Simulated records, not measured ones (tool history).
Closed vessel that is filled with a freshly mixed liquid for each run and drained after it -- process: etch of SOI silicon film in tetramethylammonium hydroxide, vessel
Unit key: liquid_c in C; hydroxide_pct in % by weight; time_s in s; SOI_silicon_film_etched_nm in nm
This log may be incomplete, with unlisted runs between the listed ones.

run	hour	liquid_c	hydroxide_pct	time_s	SOI_silicon_film_etched_nm
1	0.0	61.0	10.5	100	427.76
2	6.5	59.0	10.5	100	373.23
3	8.0	57.5	10.5	100	342.48
4	14.2	57.5	8.5	100	363.37
5	21.4	57.5	8.5	100	369.51
6	29.5	56.0	8.5	100	335.36
7	30.5	55.0	8.5	100	315.96
8	39.0	54.5	8.5	100	304.83

Run 9, settings as shown, results not yet in. Your forecast:
9	46.2	54.0	8.5	100	?

SOI_silicon_film_etched_nm: 294.31 nm

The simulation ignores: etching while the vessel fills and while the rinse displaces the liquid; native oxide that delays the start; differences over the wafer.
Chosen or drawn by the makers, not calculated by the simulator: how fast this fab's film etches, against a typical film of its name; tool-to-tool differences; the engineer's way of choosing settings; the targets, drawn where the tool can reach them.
